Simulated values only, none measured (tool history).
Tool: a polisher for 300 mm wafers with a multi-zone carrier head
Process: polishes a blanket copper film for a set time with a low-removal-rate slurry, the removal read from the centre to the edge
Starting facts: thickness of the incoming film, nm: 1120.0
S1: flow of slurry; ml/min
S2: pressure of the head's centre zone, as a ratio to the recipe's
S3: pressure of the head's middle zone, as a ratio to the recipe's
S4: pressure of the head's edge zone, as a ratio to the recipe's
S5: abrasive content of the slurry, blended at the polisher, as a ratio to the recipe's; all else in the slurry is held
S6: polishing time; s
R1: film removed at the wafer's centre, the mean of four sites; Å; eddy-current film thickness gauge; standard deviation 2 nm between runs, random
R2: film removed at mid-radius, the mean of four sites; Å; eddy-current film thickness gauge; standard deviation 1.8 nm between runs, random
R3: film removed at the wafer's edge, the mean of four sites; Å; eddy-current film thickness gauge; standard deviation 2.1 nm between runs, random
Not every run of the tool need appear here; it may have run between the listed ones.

Run 1, hour 0: S1 200 ml/min, S2 1, S3 1, S4 1, S5 1, S6 88 s. Result: R1 3157.6 Å, R2 3093 Å, R3 3116 Å.
Run 2, hour 4.9: S1 185 ml/min, S2 0.96, S3 0.97, S4 1.01, S5 0.9, S6 86 s. Result: R1 2793.2 Å, R2 2837.7 Å, R3 2935.2 Å.
Run 3, hour 7: S1 185 ml/min, S2 0.96, S3 0.97, S4 1.01, S5 0.75, S6 86 s. Result: R1 2718.3 Å, R2 2754.9 Å, R3 2869 Å.
Run 4, hour 9.2: S1 185 ml/min, S2 0.96, S3 0.97, S4 1.01, S5 0.65, S6 86 s. Result: R1 2653.6 Å, R2 2653.5 Å, R3 2781.8 Å.
At hour 13.3: worn pad replaced by a new one.
Run 5, hour 13.3: S1 175 ml/min, S2 0.93, S3 0.94, S4 1.01, S5 0.6, S6 86 s. Result: R1 2694.7 Å, R2 2755.7 Å, R3 2937.9 Å.
Run 6, hour 21: S1 170 ml/min, S2 0.92, S3 0.93, S4 1.05, S5 0.6, S6 81 s. Result: R1 2495.3 Å, R2 2589.5 Å, R3 2807.9 Å.
Run 7, hour 25: S1 165 ml/min, S2 0.9, S3 0.9, S4 1.06, S5 0.6, S6 77 s. Result: R1 2358.5 Å, R2 2344.4 Å, R3 2685.1 Å.

Forecast run 8:
Run 8, hour 29.4: S1 165 ml/min, S2 0.9, S3 0.9, S4 1.06, S5 0.6, S6 77 s. Result: R1 ?, R2 ?, R3 ?.

R1: 2258.2 Å
R2: 2361.2 Å
R3: 2674.7 Å
